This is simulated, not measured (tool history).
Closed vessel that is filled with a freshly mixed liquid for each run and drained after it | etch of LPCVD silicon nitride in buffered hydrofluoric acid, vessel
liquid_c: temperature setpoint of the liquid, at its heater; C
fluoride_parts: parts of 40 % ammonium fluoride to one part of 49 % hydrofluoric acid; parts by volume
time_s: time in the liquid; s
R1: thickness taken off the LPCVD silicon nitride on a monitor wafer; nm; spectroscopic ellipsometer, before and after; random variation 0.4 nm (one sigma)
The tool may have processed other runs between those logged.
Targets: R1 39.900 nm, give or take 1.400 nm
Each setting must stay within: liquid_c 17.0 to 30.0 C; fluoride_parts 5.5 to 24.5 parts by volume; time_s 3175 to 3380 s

{"run": 1, "day": 0.0, "liquid_c": 22.0, "fluoride_parts": 15.0, "time_s": 3175, "R1": 21.779}
{"run": 2, "day": 0.275, "liquid_c": 24.0, "fluoride_parts": 14.0, "time_s": 3180, "R1": 26.563}
{"run": 3, "day": 0.408, "liquid_c": 25.5, "fluoride_parts": 14.0, "time_s": 3180, "R1": 28.685}
{"run": 4, "day": 0.517, "liquid_c": 26.5, "fluoride_parts": 13.5, "time_s": 3180, "R1": 31.276}
{"run": 5, "day": 0.854, "liquid_c": 26.5, "fluoride_parts": 17.5, "time_s": 3180, "R1": 24.257}
{"run": 6, "day": 1.138, "liquid_c": 26.5, "fluoride_parts": 17.5, "time_s": 3380, "R1": 25.769}
{"run": 7, "day": 1.379, "liquid_c": 27.5, "fluoride_parts": 16.5, "time_s": 3380, "R1": 28.708}
{"run": 8, "day": 1.696, "liquid_c": 28.0, "fluoride_parts": 15.5, "time_s": 3380, "R1": 31.637}
{"run": 9, "day": 1.8, "liquid_c": 28.0, "fluoride_parts": 15.5, "time_s": 3380, "R1": 31.635}
{"run": 10, "day": 2.062, "liquid_c": 28.5, "fluoride_parts": 15.0, "time_s": 3380, "R1": 34.101}
{"run": 11, "day": 2.283, "liquid_c": 29.0, "fluoride_parts": 14.5, "time_s": 3380, "R1": 34.974}
{"run": 12, "day": 2.442, "liquid_c": 29.5, "fluoride_parts": 14.0, "time_s": 3380, "R1": 37.49}

Exercise: of the 5 proposed moves below, exactly one satisfies all targets within the stated allowed misses. Which move is it?
{"run": "A", "day": 2.6, "liquid_c": 30.0, "fluoride_parts": 12.5, "time_s": 3380, "R1": "?"}
{"run": "B", "day": 2.6, "liquid_c": 26.0, "fluoride_parts": 9.0, "time_s": 3175, "R1": "?"}
{"run": "C", "day": 2.6, "liquid_c": 29.5, "fluoride_parts": 11.0, "time_s": 3175, "R1": "?"}
{"run": "D", "day": 2.6, "liquid_c": 30.0, "fluoride_parts": 12.0, "time_s": 3275, "R1": "?"}
{"run": "E", "day": 2.6, "liquid_c": 29.0, "fluoride_parts": 13.0, "time_s": 3380, "R1": "?"}

move=A R1=43.421
move=B R1=43.790
move=C R1=45.003
move=D R1=43.782
move=E R1=39.644
A: moves the result that the last run missed by most past its target, out the other side
B: moves the result that the last run missed by most past its target, out the other side
C: moves the result that the last run missed by most past its target, out the other side
D: moves the result that the last run missed by most past its target, out the other side
E: all results land within tolerance of their targets
E meets every target.

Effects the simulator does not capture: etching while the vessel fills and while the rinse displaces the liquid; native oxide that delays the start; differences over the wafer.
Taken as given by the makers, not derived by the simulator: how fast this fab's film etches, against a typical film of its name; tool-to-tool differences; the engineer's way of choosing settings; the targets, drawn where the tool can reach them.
